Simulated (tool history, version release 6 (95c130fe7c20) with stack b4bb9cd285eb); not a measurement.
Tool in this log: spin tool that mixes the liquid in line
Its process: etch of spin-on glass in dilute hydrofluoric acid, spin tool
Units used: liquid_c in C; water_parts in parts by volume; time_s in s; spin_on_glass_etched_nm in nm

run    day  liquid_c  water_parts  time_s  spin_on_glass_etched_nm
  1      0        25          180      30                   6.8283
  2    0.2        25          180      25                   5.7043
  3  0.442        25          180      25                   5.6845
  4  0.788      26.5          180      25                   5.9848
  5  0.954      26.5          235      25                     4.32
  6  1.167      26.5          280      25                   3.4771
  7  1.488      28.5          230      25                   4.7742
  8  1.833        30          195      25                   6.2311

Run 9 comes next. What will it give?
  9  2.096        33          135      25                        ?

{"run 9": {"spin_on_glass_etched_nm": 10.743}}
